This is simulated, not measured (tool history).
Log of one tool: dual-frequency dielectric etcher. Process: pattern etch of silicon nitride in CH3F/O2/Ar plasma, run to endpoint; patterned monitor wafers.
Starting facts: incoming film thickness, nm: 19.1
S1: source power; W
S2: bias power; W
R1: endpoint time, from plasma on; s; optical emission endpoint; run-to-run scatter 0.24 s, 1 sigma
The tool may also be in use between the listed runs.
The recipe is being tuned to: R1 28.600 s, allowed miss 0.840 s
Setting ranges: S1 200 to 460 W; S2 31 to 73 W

run	hour	S1	S2	R1
1	0.0	330	52	32.601
2	4.3	330	43	34.131
3	7.9	270	43	37.225
4	12.9	310	46	34.976
5	21.1	340	48	33.804
6	29.9	370	52	31.660
7	32.8	390	54	30.767
8	34.9	400	55	29.749
9	40.2	410	55	30.077
10	42.2	420	56	30.209
11	43.5	420	56	29.583

Of the 5 settings listed for the next run, only one would bring every result within its allowed miss of target. Which one?
A	44.8	410	64	?
B	44.8	460	69	?
C	44.8	460	66	?
D	44.8	460	71	?
E	44.8	430	48	?

move	R1
A	28.787
B	27.042
C	27.421
D	26.798
E	30.855
A: all results land within tolerance of their targets
B: moves the result that the last run missed by most past its target, out the other side
C: moves the result that the last run missed by most past its target, out the other side
D: moves the result that the last run missed by most past its target, out the other side
E: lands further from the targets than the last run did
The move that meets every target is A.

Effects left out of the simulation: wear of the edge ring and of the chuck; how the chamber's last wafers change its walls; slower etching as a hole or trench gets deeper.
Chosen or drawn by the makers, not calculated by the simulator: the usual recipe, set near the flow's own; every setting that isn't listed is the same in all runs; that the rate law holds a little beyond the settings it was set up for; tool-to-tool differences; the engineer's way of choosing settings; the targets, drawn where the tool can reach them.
